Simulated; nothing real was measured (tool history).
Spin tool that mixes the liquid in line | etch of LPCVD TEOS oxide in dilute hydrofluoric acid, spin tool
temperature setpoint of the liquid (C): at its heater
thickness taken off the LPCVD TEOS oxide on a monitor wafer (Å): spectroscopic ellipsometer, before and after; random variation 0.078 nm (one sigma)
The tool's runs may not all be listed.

| run | day | temperature setpoint of the liquid (C) | parts of water to one part of 49 % hydrofluoric acid (parts by volume) | time under the liquid (s) | thickness taken off the LPCVD TEOS oxide on a monitor wafer (Å) |
|---|---|---|---|---|---|
| 1 | 0.000 | 23.0 | 265 | 280 | 189.71 |
| 2 | 0.258 | 22.5 | 285 | 280 | 169.55 |
| 3 | 0.412 | 22.0 | 300 | 280 | 153.70 |
| 4 | 0.654 | 22.0 | 340 | 280 | 133.62 |
| 5 | 0.904 | 21.5 | 350 | 280 | 127.44 |
|  | 1.262 | hydrofluoric acid flow meter replaced |
| 6 | 1.262 | 21.5 | 350 | 280 | 114.28 |
| 7 | 1.592 | 21.0 | 350 | 280 | 111.72 |
| 8 | 1.629 | 20.5 | 350 | 280 | 110.72 |
| 9 | 1.758 | 20.5 | 350 | 280 | 111.55 |
| 10 | 1.896 | 20.0 | 350 | 280 | 109.50 |
| 11 | 1.975 | 19.5 | 355 | 280 | 104.33 |
| 12 | 2.221 | 19.0 | 360 | 280 | 102.82 |
| 13 | 2.250 | 19.0 | 365 | 280 | 101.60 |

Forecast run 14:
| 14 | 2.554 | 19.0 | 370 | 280 | ? |

{"run 14": {"thickness taken off the LPCVD TEOS oxide on a monitor wafer (Å)": 96.65}}

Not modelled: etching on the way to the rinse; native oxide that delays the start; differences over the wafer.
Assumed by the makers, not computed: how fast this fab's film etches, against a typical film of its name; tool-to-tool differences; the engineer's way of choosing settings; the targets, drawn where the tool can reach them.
